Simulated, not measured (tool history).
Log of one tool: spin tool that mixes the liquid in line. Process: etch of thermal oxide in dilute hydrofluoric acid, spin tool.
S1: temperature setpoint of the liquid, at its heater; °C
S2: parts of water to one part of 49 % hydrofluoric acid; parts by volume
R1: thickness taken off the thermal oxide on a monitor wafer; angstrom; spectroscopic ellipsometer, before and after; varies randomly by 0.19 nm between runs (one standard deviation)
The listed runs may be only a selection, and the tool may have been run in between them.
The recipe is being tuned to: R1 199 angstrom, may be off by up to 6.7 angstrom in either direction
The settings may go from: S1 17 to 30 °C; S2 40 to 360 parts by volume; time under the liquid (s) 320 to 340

run 1 hour=0 | S1=22 S2=200 time_under_the_liquid_(s)=320 | R1=70.167
run 2 hour=1.8 | S1=24.5 S2=160 time_under_the_liquid_(s)=320 | R1=99.433
run 3 hour=5.1 | S1=24.5 S2=190 time_under_the_liquid_(s)=320 | R1=82.83
run 4 hour=14.1 | S1=26 S2=155 time_under_the_liquid_(s)=320 | R1=110.92
run 5 hour=19.3 | S1=22.5 S2=155 time_under_the_liquid_(s)=320 | R1=97.285
run 6 hour=23.1 | S1=21.5 S2=155 time_under_the_liquid_(s)=320 | R1=92.822
run 7 hour=29.7 | S1=24 S2=130 time_under_the_liquid_(s)=320 | R1=124.07
run 8 hour=37.8 | S1=25.5 S2=115 time_under_the_liquid_(s)=320 | R1=153.85
run 9 hour=45.7 | S1=27 S2=110 time_under_the_liquid_(s)=320 | R1=168.68
run 10 hour=50.9 | S1=28 S2=110 time_under_the_liquid_(s)=320 | R1=177.59
run 11 hour=58.1 | S1=28.5 S2=110 time_under_the_liquid_(s)=320 | R1=179.58
run 12 hour=66.7 | S1=29 S2=110 time_under_the_liquid_(s)=320 | R1=184.35
run 13 hour=69.6 | S1=29.5 S2=110 time_under_the_liquid_(s)=320 | R1=185.68

Exactly one of the 5 candidate moves below puts every result within its allowed miss. Which one?
run A hour=72.5 | S1=30 S2=125 time_under_the_liquid_(s)=340 | R1=?
run B hour=72.5 | S1=28.5 S2=120 time_under_the_liquid_(s)=335 | R1=?
run C hour=72.5 | S1=29 S2=120 time_under_the_liquid_(s)=340 | R1=?
run D hour=72.5 | S1=30 S2=110 time_under_the_liquid_(s)=335 | R1=?
run E hour=72.5 | S1=27.5 S2=110 time_under_the_liquid_(s)=335 | R1=?

move=A R1=175.11
move=B R1=171.16
move=C R1=176.98
move=D R1=200.15
move=E R1=182.19
A: its largest miss is bigger than the last run's
B: its largest miss is bigger than the last run's
C: its largest miss is bigger than the last run's
D: all results in spec
E: its largest miss is bigger than the last run's
D is the move that brings every result within its allowed miss.
